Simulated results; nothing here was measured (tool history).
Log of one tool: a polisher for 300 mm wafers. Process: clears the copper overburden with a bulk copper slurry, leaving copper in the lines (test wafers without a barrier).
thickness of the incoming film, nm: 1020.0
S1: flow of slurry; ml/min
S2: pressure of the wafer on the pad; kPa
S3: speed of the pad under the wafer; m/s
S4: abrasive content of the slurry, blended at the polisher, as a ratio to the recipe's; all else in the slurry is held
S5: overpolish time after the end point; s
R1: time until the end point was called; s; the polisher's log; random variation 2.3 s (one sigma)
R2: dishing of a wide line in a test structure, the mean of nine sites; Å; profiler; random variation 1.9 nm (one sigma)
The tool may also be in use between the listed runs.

Run 1, day 0: S1 305 ml/min, S2 14.5 kPa, S3 1.12 m/s, S4 1, S5 12 s. Result: R1 177.44 s, R2 485.7 Å.
Run 2, day 0.129: S1 305 ml/min, S2 14.5 kPa, S3 1.12 m/s, S4 1.1, S5 12 s. Result: R1 178.08 s, R2 513.48 Å.
Run 3, day 0.15: S1 305 ml/min, S2 14.5 kPa, S3 1.12 m/s, S4 1.1, S5 9 s. Result: R1 174.8 s, R2 422.9 Å.
Run 4, day 0.5: S1 350 ml/min, S2 14.5 kPa, S3 1.12 m/s, S4 1.1, S5 9 s. Result: R1 167.36 s, R2 413.73 Å.
Run 5, day 0.708: S1 350 ml/min, S2 11.7 kPa, S3 1.12 m/s, S4 1.1, S5 9 s. Result: R1 206.27 s, R2 348.08 Å.
Run 6, day 1.071: S1 320 ml/min, S2 11.7 kPa, S3 1.12 m/s, S4 1.1, S5 9 s. Result: R1 209.81 s, R2 349.62 Å.

Forecast run 7:
Run 7, day 1.342: S1 315 ml/min, S2 13.1 kPa, S3 1.12 m/s, S4 1.15, S5 12 s. Result: R1 ?, R2 ?.

R1: 186.29 s
R2: 482.03 Å
